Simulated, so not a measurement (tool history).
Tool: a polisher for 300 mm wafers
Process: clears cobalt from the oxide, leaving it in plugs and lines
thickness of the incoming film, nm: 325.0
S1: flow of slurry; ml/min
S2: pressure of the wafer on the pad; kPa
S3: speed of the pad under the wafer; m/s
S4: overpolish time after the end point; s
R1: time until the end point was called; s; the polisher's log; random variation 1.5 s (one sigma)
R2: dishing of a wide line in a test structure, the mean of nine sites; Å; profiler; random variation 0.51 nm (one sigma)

run  hour   S1   S2    S3  S4      R1      R2
  1     0  180  8.3  0.86  11  117.32   192.7
  2   2.6  180    9  0.86  11  112.63  210.27
  3  11.6  180    9  0.86  10  110.75  192.03
  4  12.4  210    9  0.86  10  105.66  196.23
  5  20.3  210  6.9  0.86  10   140.2  168.31
  6  28.9  210  7.6  0.86  10  129.11  180.64
  7  29.9  210  8.3  0.86  10  113.93  188.07
  8    37  215  8.3  0.86  10  115.27  186.44

The next listed run, before its measurement:
  9  41.6  220   9  0.86  10   ?   ?

Run 9 gave R1 108.07 s, R2 194.77 Å.

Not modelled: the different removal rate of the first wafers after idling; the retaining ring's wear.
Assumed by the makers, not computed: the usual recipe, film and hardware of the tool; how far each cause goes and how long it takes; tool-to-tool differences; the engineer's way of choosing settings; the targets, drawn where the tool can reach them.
